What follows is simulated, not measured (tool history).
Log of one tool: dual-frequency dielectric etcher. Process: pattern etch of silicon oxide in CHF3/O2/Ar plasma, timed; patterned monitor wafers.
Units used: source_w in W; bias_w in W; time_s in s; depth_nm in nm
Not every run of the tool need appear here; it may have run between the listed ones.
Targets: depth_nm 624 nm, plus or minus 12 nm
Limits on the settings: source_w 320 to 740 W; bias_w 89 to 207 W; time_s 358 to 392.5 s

run,hour,source_w,bias_w,time_s,depth_nm
1,0,530,148,392.5,701.86
2,4.7,530,148,392.5,705.56
3,10.9,530,166,392.5,741.51
4,16.5,530,182,392.5,767.55
5,23.3,480,182,392.5,733.64
6,29.8,460,180,392,717.81
7,38.2,450,179,391.5,696.48
8,45.3,440,179,391.5,692.97
9,47.9,430,179,391.5,678.55
10,55,420,179,391.5,672.05
11,58.8,410,179,391.5,663.6
12,62.9,400,179,391.5,659.33

Consider the 5 candidate settings below. Which is the only one whose results all fall within their allowed miss of target?
A,67,380,184,381.5,?
B,67,450,163,379,?
C,67,410,201,364.5,?
D,67,390,186,387,?
E,67,430,193,363,?

move,depth_nm
A,629.83
B,651.41
C,652.27
D,651.38
E,654.91
A: meets every target
B: moves toward the targets from the last run without getting all of them in spec
C: moves toward the targets from the last run without getting all of them in spec
D: moves toward the targets from the last run without getting all of them in spec
E: moves toward the targets from the last run without getting all of them in spec
So the answer is move A, the one that meets all the targets.

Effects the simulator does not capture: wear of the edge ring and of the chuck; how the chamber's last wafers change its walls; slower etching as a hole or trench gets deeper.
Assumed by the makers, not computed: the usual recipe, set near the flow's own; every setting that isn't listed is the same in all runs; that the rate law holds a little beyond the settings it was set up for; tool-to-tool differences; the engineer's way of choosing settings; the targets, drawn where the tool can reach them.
